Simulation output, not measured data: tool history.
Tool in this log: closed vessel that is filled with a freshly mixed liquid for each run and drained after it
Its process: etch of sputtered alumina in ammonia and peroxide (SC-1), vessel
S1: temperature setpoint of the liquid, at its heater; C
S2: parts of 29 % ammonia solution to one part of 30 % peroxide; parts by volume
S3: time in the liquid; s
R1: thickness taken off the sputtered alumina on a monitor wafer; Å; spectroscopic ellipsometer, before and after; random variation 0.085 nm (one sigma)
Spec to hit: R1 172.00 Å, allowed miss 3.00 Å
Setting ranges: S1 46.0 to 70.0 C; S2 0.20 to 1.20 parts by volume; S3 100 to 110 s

{"run": 1, "hour": 0.0, "S1": 62.0, "S2": 0.9, "S3": 100, "R1": 158.73}
{"run": 2, "hour": 1.0, "S1": 57.0, "S2": 0.9, "S3": 100, "R1": 121.43}
{"run": 3, "hour": 8.3, "S1": 57.0, "S2": 0.9, "S3": 110, "R1": 134.84}
{"run": 4, "hour": 14.0, "S1": 57.5, "S2": 0.9, "S3": 110, "R1": 138.11}
{"run": 5, "hour": 15.2, "S1": 58.0, "S2": 0.9, "S3": 110, "R1": 141.69}
{"run": 6, "hour": 20.6, "S1": 58.5, "S2": 0.9, "S3": 110, "R1": 144.75}
{"run": 7, "hour": 25.0, "S1": 58.5, "S2": 0.9, "S3": 110, "R1": 145.43}
{"run": 8, "hour": 27.9, "S1": 59.0, "S2": 0.9, "S3": 110, "R1": 149.96}

Which single option among these 5 for the next run brings every result within its allowed miss of target? Just one does.
{"run": "A", "hour": 30.8, "S1": 62.5, "S2": 0.95, "S3": 100, "R1": "?"}
{"run": "B", "hour": 30.8, "S1": 58.5, "S2": 1.0, "S3": 105, "R1": "?"}
{"run": "C", "hour": 30.8, "S1": 62.5, "S2": 1.0, "S3": 110, "R1": "?"}
{"run": "D", "hour": 30.8, "S1": 62.0, "S2": 0.75, "S3": 110, "R1": "?"}
{"run": "E", "hour": 30.8, "S1": 60.5, "S2": 1.0, "S3": 110, "R1": "?"}

move=A R1=163.87
move=B R1=140.91
move=C R1=181.13
move=D R1=171.87
move=E R1=163.63
A: nearer than the last run, and not there yet
B: its largest miss is bigger than the last run's
C: carries the result that was furthest off beyond its target, to the other side
D: all results land within tolerance of their targets
E: nearer than the last run, and not there yet
The right move is D.

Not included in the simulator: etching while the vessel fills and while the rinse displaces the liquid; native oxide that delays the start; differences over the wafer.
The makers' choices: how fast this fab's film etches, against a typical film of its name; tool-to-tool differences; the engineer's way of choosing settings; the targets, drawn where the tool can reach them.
